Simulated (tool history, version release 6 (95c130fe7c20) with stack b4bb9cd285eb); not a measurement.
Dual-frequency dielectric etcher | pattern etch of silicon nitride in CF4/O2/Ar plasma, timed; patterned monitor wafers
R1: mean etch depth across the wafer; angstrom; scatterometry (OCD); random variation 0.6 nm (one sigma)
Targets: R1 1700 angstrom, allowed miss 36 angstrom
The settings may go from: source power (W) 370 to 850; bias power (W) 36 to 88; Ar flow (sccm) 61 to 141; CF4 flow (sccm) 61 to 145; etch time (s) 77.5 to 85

Run 1, day 0: source power (W) 610, bias power (W) 62, Ar flow (sccm) 101, CF4 flow (sccm) 103, etch time (s) 85. Result: R1 2073.8 angstrom.
Run 2, day 0.138: source power (W) 610, bias power (W) 62, Ar flow (sccm) 101, CF4 flow (sccm) 116, etch time (s) 85. Result: R1 2092.9 angstrom.
Run 3, day 0.35: source power (W) 610, bias power (W) 62, Ar flow (sccm) 101, CF4 flow (sccm) 129, etch time (s) 85. Result: R1 2135 angstrom.
Run 4, day 0.508: source power (W) 610, bias power (W) 62, Ar flow (sccm) 101, CF4 flow (sccm) 129, etch time (s) 85. Result: R1 2109.2 angstrom.
Run 5, day 0.808: source power (W) 570, bias power (W) 62, Ar flow (sccm) 101, CF4 flow (sccm) 129, etch time (s) 85. Result: R1 2011.1 angstrom.
Run 6, day 0.946: source power (W) 570, bias power (W) 62, Ar flow (sccm) 101, CF4 flow (sccm) 115, etch time (s) 85. Result: R1 1981.3 angstrom.
Run 7, day 1.312: source power (W) 540, bias power (W) 62, Ar flow (sccm) 101, CF4 flow (sccm) 115, etch time (s) 85. Result: R1 1913.8 angstrom.
Run 8, day 1.625: source power (W) 520, bias power (W) 62, Ar flow (sccm) 101, CF4 flow (sccm) 115, etch time (s) 85. Result: R1 1860.7 angstrom.
Run 9, day 1.896: source power (W) 500, bias power (W) 62, Ar flow (sccm) 101, CF4 flow (sccm) 115, etch time (s) 85. Result: R1 1787.6 angstrom.
Run 10, day 2.046: source power (W) 490, bias power (W) 62, Ar flow (sccm) 101, CF4 flow (sccm) 115, etch time (s) 85. Result: R1 1775.8 angstrom.
Run 11, day 2.333: source power (W) 480, bias power (W) 62, Ar flow (sccm) 101, CF4 flow (sccm) 115, etch time (s) 85. Result: R1 1755.6 angstrom.

Which of these 4 next moves meets every target?
Run A, day 2.621: source power (W) 460, bias power (W) 67, Ar flow (sccm) 96, CF4 flow (sccm) 113, etch time (s) 83.5. Result: R1 ?.
Run B, day 2.621: source power (W) 500, bias power (W) 49, Ar flow (sccm) 107, CF4 flow (sccm) 100, etch time (s) 85. Result: R1 ?.
Run C, day 2.621: source power (W) 470, bias power (W) 56, Ar flow (sccm) 116, CF4 flow (sccm) 109, etch time (s) 83.5. Result: R1 ?.
Run D, day 2.621: source power (W) 470, bias power (W) 59, Ar flow (sccm) 93, CF4 flow (sccm) 123, etch time (s) 82. Result: R1 ?.

move      R1
   A  1695.1
   B  1606.4
   C  1587.5
   D    1635
A: meets every target
B: takes the result that was furthest off past its target
C: takes the result that was furthest off past its target
D: takes the result that was furthest off past its target
Move A is the one to make.
